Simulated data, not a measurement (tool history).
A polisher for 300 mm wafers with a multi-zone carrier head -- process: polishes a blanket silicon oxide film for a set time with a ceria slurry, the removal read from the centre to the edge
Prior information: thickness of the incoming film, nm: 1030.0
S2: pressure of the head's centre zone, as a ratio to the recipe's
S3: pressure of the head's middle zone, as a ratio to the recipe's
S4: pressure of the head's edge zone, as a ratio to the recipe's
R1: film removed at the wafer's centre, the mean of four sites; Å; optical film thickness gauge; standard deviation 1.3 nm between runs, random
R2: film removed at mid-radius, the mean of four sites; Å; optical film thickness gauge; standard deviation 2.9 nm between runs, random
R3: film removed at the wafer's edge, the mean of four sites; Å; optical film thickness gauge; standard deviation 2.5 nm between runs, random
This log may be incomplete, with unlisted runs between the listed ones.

Run 1, hour 0: flow of slurry (ml/min) 285, S2 1, S3 1, S4 1, polishing time (s) 34. Result: R1 1556.4 Å, R2 1517 Å, R3 1580 Å.
Run 2, hour 4.8: flow of slurry (ml/min) 285, S2 1, S3 1.08, S4 1, polishing time (s) 34. Result: R1 1577.2 Å, R2 1617.8 Å, R3 1580.2 Å.
Run 3, hour 8.1: flow of slurry (ml/min) 285, S2 1.08, S3 1.08, S4 1, polishing time (s) 34. Result: R1 1677.3 Å, R2 1646.5 Å, R3 1610.1 Å.
Run 4, hour 12.9: flow of slurry (ml/min) 270, S2 1.01, S3 1.11, S4 1.05, polishing time (s) 37. Result: R1 1697.3 Å, R2 1783.4 Å, R3 1741.6 Å.
Run 5, hour 18.8: flow of slurry (ml/min) 270, S2 1.01, S3 1.19, S4 1.05, polishing time (s) 37. Result: R1 1711.2 Å, R2 1907.6 Å, R3 1792.1 Å.
Run 6, hour 21.5: flow of slurry (ml/min) 280, S2 0.96, S3 1.19, S4 1.08, polishing time (s) 40. Result: R1 1773 Å, R2 2056.6 Å, R3 1936.2 Å.
Run 7, hour 28.7: flow of slurry (ml/min) 275, S2 0.93, S3 1.19, S4 1.11, polishing time (s) 42. Result: R1 1807.4 Å, R2 2130 Å, R3 2068.2 Å.

Run 8 is up next; what results do you expect?
Run 8, hour 34.9: flow of slurry (ml/min) 285, S2 0.9, S3 1.19, S4 1.12, polishing time (s) 43. Result: R1 ?, R2 ?, R3 ?.

R1: 1772.8 Å
R2: 2209.5 Å
R3: 2096 Å
